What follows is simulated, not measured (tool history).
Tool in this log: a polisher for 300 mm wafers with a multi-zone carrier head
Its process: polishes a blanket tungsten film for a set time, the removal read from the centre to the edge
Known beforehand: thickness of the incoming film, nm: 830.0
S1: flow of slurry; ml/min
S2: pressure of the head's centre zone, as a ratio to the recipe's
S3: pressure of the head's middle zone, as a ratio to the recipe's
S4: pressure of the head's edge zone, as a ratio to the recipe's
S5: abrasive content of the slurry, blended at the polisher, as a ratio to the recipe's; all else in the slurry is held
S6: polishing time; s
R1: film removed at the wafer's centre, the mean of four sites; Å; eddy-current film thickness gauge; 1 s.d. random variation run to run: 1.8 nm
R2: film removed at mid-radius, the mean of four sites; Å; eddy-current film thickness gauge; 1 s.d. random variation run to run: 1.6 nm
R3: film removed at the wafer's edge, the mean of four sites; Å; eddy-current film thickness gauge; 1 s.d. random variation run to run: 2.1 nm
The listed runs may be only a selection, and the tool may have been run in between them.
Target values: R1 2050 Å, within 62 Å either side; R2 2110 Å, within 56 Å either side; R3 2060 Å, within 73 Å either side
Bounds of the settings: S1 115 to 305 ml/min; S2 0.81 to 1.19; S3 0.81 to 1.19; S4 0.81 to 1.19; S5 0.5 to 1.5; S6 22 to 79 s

run 1 hour=0 | S1=195 S2=1 S3=1 S4=1 S5=1 S6=50 | R1=3508.7 R2=3408.9 R3=3637.9
run 2 hour=2.8 | S1=195 S2=1 S3=1 S4=0.98 S5=0.95 S6=48 | R1=3301.7 R2=3272.4 R3=3375.2
run 3 hour=10.6 | S1=190 S2=0.99 S3=0.99 S4=0.97 S5=0.9 S6=47 | R1=3160.8 R2=3064.2 R3=3210.2
run 4 hour=15.7 | S1=190 S2=0.98 S3=0.99 S4=0.96 S5=0.85 S6=46 | R1=2932.4 R2=2944.6 R3=3045.8
run 5 hour=19 | S1=190 S2=0.98 S3=0.99 S4=1.02 S5=0.85 S6=46 | R1=3012 R2=2996.1 R3=3127.6
run 6 hour=22.7 | S1=190 S2=0.98 S3=0.99 S4=1 S5=0.8 S6=45 | R1=2871.5 R2=2867.8 R3=3005.3
run 7 hour=30.2 | S1=190 S2=0.98 S3=0.99 S4=0.98 S5=0.75 S6=44 | R1=2735.8 R2=2770.4 R3=2875.7
run 8 hour=35.7 | S1=190 S2=0.98 S3=0.99 S4=0.96 S5=0.7 S6=43 | R1=2643.7 R2=2620 R3=2714.5

Which single option among these 5 for the next run brings every result within its allowed miss of target? Just one does.
run A hour=41.2 | S1=220 S2=0.97 S3=1.11 S4=0.9 S5=0.7 S6=31 | R1=? R2=? R3=?
run B hour=41.2 | S1=200 S2=0.96 S3=1 S4=0.88 S5=0.6 S6=36 | R1=? R2=? R3=?
run C hour=41.2 | S1=220 S2=1.06 S3=1.13 S4=0.89 S5=0.65 S6=31 | R1=? R2=? R3=?
run D hour=41.2 | S1=250 S2=0.92 S3=0.9 S4=0.82 S5=1 S6=31 | R1=? R2=? R3=?
run E hour=41.2 | S1=165 S2=0.96 S3=0.99 S4=0.98 S5=0.55 S6=36 | R1=? R2=? R3=?

move=A R1=1910 R2=2137.4 R3=1905.8
move=B R1=2061.5 R2=2137.6 R3=2070.5
move=C R1=2040.2 R2=2118.9 R3=1851.5
move=D R1=2046.4 R2=2024.4 R3=2064.2
move=E R1=1948 R2=2008.5 R3=2077
A: takes the result that was furthest off past its target
B: each result inside its tolerance
C: the furthest-off result lands on target, but another misses its tolerance
D: the furthest-off result lands on target, but another misses its tolerance
E: takes the result that was furthest off past its target
B is the move that brings every result within its allowed miss.
